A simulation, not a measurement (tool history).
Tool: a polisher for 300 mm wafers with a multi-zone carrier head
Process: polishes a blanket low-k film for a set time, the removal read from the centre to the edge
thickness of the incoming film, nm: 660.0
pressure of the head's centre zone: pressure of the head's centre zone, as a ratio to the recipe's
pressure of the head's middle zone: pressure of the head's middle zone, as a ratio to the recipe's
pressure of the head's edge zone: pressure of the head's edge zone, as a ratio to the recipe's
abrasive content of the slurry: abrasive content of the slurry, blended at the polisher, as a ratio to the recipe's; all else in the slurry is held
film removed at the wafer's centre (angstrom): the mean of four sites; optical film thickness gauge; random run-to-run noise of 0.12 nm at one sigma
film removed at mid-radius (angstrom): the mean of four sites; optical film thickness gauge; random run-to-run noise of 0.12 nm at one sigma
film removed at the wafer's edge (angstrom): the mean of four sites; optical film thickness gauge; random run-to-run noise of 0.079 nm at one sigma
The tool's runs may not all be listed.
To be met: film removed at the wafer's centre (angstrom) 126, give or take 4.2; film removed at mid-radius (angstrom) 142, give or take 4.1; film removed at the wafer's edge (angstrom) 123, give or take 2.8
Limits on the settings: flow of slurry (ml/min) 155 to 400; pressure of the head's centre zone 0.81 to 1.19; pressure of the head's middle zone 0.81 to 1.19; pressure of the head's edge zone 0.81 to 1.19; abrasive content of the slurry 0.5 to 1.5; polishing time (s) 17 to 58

run    day  flow of slurry (ml/min)  pressure of the head's centre zone  pressure of the head's middle zone  pressure of the head's edge zone  abrasive content of the slurry  polishing time (s)  film removed at the wafer's centre (angstrom)  film removed at mid-radius (angstrom)  film removed at the wafer's edge (angstrom)
  1      0                      255                                   1                                   1                                 1                               1                  37                                         151.64                                 148.78                                       153.65
  2  0.075                      255                                   1                                   1                                 1                               1                  42                                         171.23                                 169.98                                       175.72
  3   0.15                      255                                1.07                                   1                                 1                               1                  42                                         186.84                                 171.64                                       172.68
  4  0.175                      250                                1.06                                1.02                              0.98                            0.95                  42                                         179.86                                 171.82                                       169.29
  5  0.546                      250                                1.05                                1.03                              0.96                             0.9                  41                                         167.51                                 163.15                                       157.44
  6  0.838                      250                                1.04                                1.04                              0.94                            0.85                  41                                          162.4                                 158.97                                       151.84
  7  0.883                      245                                1.03                                1.05                              0.92                             0.8                  41                                         155.18                                 157.21                                       144.81
  8  1.021                      240                                1.02                                1.05                               0.9                             0.8                  41                                         153.22                                 155.23                                       144.85
  9  1.325                      240                                1.01                                1.06                              0.89                            0.75                  41                                         146.09                                 149.48                                       139.41
 10  1.575                      210                                0.95                                1.14                              0.81                             0.6                  41                                         118.99                                 138.52                                       117.02
 11  1.858                      215                                0.95                                1.14                              0.81                             0.6                  41                                         120.02                                 138.65                                       116.58
 12  2.225                      220                                0.95                                1.14                              0.82                             0.6                  41                                         120.06                                 137.91                                       115.84
 13  2.592                      220                                0.95                                1.14                              0.83                             0.6                  41                                         120.89                                 139.49                                       117.06
 14  2.812                      225                                0.95                                1.14                              0.84                             0.6                  41                                          121.4                                 141.66                                       117.85
 15  3.142                      225                                0.95                                1.13                              0.85                             0.6                  41                                         122.25                                 139.11                                       118.91
 16  3.392                      225                                0.95                                1.13                              0.86                             0.6                  41                                          120.6                                 141.22                                       120.44
 17  3.567                      230                                0.95                                1.13                              0.86                             0.6                  41                                         123.02                                 138.45                                       118.45
 18  3.679                      225                                0.95                                1.13                              0.86                             0.6                  41                                         122.87                                 138.39                                       118.79
 19  3.746                      225                                0.95                                1.13                              0.86                             0.6                  41                                         122.49                                 137.79                                       118.89

Pick the move, out of 4, that brings all results within their allowed miss; only one does.
  A  3.812                      275                                0.93                                1.15                              0.86                            0.55                  42                                              ?                                      ?                                            ?
  B  3.812                      170                                0.88                                1.12                              0.81                             0.7                  40                                              ?                                      ?                                            ?
  C  3.812                      245                                0.97                                1.12                              0.88                            0.65                  40                                              ?                                      ?                                            ?
  D  3.812                      220                                0.96                                1.14                              0.81                             0.6                  41                                              ?                                      ?                                            ?

move  film removed at the wafer's centre (angstrom)  film removed at mid-radius (angstrom)  film removed at the wafer's edge (angstrom)
   A                                         114.84                                 140.07                                       116.88
   B                                         115.57                                 146.13                                       122.57
   C                                         125.43                                 143.63                                       124.22
   D                                         120.11                                 141.21                                        116.1
A: its largest miss is bigger than the last run's
B: brings the result that was furthest off to its target, and leaves another outside
C: each result inside its tolerance
D: its largest miss is bigger than the last run's
The move that meets every target is C.
